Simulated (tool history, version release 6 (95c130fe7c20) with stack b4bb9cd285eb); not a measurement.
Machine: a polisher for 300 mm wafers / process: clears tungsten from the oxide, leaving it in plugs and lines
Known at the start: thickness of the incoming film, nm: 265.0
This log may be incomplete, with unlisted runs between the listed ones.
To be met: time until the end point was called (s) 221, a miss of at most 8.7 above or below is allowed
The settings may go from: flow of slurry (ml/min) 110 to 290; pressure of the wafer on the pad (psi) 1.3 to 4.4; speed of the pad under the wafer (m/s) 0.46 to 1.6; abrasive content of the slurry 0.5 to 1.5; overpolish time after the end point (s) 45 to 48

run,hour,flow of slurry (ml/min),pressure of the wafer on the pad (psi),speed of the pad under the wafer (m/s),abrasive content of the slurry,overpolish time after the end point (s),time until the end point was called (s)
1,0,185,2.8,1.02,1,45,84.925
2,8.2,180,2.4,0.92,1,45,102.27
3,11.2,180,2.4,0.92,0.85,45,109.2
4,16.5,180,2.1,0.82,0.85,45,136.84
5,17.6,180,2.1,0.82,1.05,45,126.39
6,21.2,180,1.9,0.74,1.05,45,145.15
7,28.2,180,1.8,0.68,1.05,45,167.16
8,34.2,180,1.7,0.66,1.05,45,176.75
9,42.3,180,1.6,0.64,1.05,45,189.53
10,45.2,180,1.6,0.64,1.05,45,194.9
11,50.4,180,1.5,0.64,1.05,45,198.71
12,55.7,180,1.4,0.64,1.05,45,209.08

Which single option among these 4 for the next run brings every result within its allowed miss of target? Just one does.
A,61,185,1.6,0.58,1.2,45,?
B,61,185,1.3,0.68,1.15,45,?
C,61,170,1.4,0.6,1.05,45,?
D,61,150,1.4,0.76,0.8,48,?

move,time until the end point was called (s)
A,200.91
B,203.1
C,224.63
D,202.2
A: further off than the last run
B: further off than the last run
C: all results in spec
D: further off than the last run
C is the move that brings every result within its allowed miss.
